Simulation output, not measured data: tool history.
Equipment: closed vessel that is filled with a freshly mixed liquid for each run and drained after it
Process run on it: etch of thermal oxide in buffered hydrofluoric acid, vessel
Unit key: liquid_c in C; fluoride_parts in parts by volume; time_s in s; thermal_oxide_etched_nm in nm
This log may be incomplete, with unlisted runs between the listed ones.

run,hour,liquid_c,fluoride_parts,time_s,thermal_oxide_etched_nm
1,0,21,14.5,100,60.094
2,7.3,21,16.5,100,52.609
3,11.4,21,16.5,100,53.057
4,18.3,22,16,100,57.651
5,23.4,23,16,100,60.545
6,28.1,24,15.5,100,66.255
7,30.1,24.5,15.5,100,68.077
8,31.3,25,15.5,100,69.779
9,36.2,25,15.5,100,70.018
10,39.3,25.5,15.5,100,71.92
11,40.5,26,15.5,100,74.179
12,44.3,26.5,15.5,100,75.999
13,49.7,27,15.5,100,78.067

Predict the results of run 14:
14,54.7,27.5,15.5,100,?

{"run 14": {"thermal_oxide_etched_nm": 79.836}}
